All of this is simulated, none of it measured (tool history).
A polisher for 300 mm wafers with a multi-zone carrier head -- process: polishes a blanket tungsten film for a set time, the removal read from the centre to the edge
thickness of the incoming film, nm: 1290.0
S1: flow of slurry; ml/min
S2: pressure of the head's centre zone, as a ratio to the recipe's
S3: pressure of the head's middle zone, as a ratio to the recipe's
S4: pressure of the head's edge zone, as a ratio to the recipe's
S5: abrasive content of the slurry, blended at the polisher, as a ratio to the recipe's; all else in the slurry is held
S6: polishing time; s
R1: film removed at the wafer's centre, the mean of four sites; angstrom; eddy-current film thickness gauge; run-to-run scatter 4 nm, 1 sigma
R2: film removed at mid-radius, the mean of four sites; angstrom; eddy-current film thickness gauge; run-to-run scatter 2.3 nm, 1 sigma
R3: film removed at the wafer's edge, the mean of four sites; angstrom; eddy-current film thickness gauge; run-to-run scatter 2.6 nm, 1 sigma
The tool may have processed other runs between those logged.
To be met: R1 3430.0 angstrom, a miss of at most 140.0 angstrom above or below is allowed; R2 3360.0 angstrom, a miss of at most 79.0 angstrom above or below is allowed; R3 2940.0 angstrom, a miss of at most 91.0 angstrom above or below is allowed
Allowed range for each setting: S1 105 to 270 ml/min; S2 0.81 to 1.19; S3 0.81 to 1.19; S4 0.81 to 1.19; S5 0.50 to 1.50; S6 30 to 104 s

run,hour,S1,S2,S3,S4,S5,S6,R1,R2,R3
1,0.0,175,1.00,1.00,1.00,1.00,67,5076.4,5074.6,4965.6
2,4.7,175,1.00,1.00,1.03,1.00,67,5109.2,5160.5,5031.5
3,13.4,205,1.00,1.00,1.03,1.00,67,5220.4,5233.9,5098.2
4,16.5,240,1.00,1.00,1.03,1.00,67,5250.4,5208.9,5121.3
5,20.3,270,1.00,1.00,1.03,1.00,67,5247.1,5220.5,5152.0
6,27.7,270,1.00,1.00,1.03,0.80,67,5063.5,5037.6,4963.8
7,33.3,270,1.01,1.00,0.99,0.75,62,4633.1,4624.1,4485.3
8,41.2,270,1.03,1.01,0.96,0.70,58,4381.5,4301.7,4125.1
9,42.0,220,1.10,1.09,0.86,0.50,44,3324.4,3209.0,2742.2
10,49.6,255,1.08,1.09,0.92,0.50,44,3260.3,3221.0,2883.5

Pick the move, out of 4, that brings all results within their allowed miss; only one does.
A,57.2,255,1.17,1.16,0.82,0.60,42,?,?,?
B,57.2,250,0.94,0.97,1.10,0.55,46,?,?,?
C,57.2,270,1.03,1.08,0.92,0.55,42,?,?,?
D,57.2,270,1.09,1.08,0.86,0.55,45,?,?,?

move,R1,R2,R3
A,3466.6,3341.1,2710.9
B,3107.4,3089.1,3191.6
C,3083.9,3110.2,2768.5
D,3462.9,3331.7,2910.2
A: corrects the largest miss of the last run, while another result sits out of spec
B: moves away from the targets compared with the last run
C: moves away from the targets compared with the last run
D: every result lands within tolerance
Go with D: it meets all targets.

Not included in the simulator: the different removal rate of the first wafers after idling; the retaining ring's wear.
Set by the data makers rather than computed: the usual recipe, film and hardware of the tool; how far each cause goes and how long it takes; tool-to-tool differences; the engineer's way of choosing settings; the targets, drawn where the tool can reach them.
